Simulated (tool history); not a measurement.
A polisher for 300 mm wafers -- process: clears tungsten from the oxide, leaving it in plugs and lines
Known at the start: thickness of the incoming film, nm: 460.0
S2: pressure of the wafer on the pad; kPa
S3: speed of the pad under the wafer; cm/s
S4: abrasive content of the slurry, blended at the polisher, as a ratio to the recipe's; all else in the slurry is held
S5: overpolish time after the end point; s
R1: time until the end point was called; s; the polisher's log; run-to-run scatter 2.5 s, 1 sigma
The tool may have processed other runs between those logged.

Run 1, day 0.000: flow of slurry (ml/min) 150, S2 29.6 kPa, S3 94 cm/s, S4 1.0, S5 7 s. Result: R1 90.247 s.
Run 2, day 0.033: flow of slurry (ml/min) 150, S2 29.6 kPa, S3 94 cm/s, S4 1.1, S5 7 s. Result: R1 86.986 s.
Run 3, day 0.262: flow of slurry (ml/min) 150, S2 29.6 kPa, S3 94 cm/s, S4 1.1, S5 5 s. Result: R1 89.603 s.
Run 4, day 0.296: flow of slurry (ml/min) 150, S2 26.2 kPa, S3 92 cm/s, S4 1.1, S5 5 s. Result: R1 101.920 s.
Run 5, day 0.654: flow of slurry (ml/min) 150, S2 26.2 kPa, S3 92 cm/s, S4 1.1, S5 5 s. Result: R1 101.620 s.
Run 6, day 0.879: flow of slurry (ml/min) 150, S2 33.1 kPa, S3 92 cm/s, S4 1.1, S5 5 s. Result: R1 83.368 s.
Run 7, day 1.246: flow of slurry (ml/min) 150, S2 29.0 kPa, S3 90 cm/s, S4 1.1, S5 5 s. Result: R1 95.903 s.
Run 8, day 1.529: flow of slurry (ml/min) 150, S2 25.5 kPa, S3 88 cm/s, S4 1.1, S5 5 s. Result: R1 110.930 s.
Run 9, day 1.683: flow of slurry (ml/min) 150, S2 22.8 kPa, S3 88 cm/s, S4 1.1, S5 5 s. Result: R1 119.540 s.
Run 10, day 1.762: flow of slurry (ml/min) 150, S2 20.7 kPa, S3 88 cm/s, S4 1.1, S5 5 s. Result: R1 132.530 s.
Run 11, day 2.000: flow of slurry (ml/min) 150, S2 19.3 kPa, S3 88 cm/s, S4 1.1, S5 5 s. Result: R1 141.040 s.
Run 12, day 2.342: flow of slurry (ml/min) 150, S2 18.6 kPa, S3 88 cm/s, S4 1.1, S5 5 s. Result: R1 139.320 s.

Run 13 is up next; what results do you expect?
Run 13, day 2.425: flow of slurry (ml/min) 150, S2 17.9 kPa, S3 88 cm/s, S4 1.1, S5 5 s. Result: R1 ?.

R1: 148.310 s
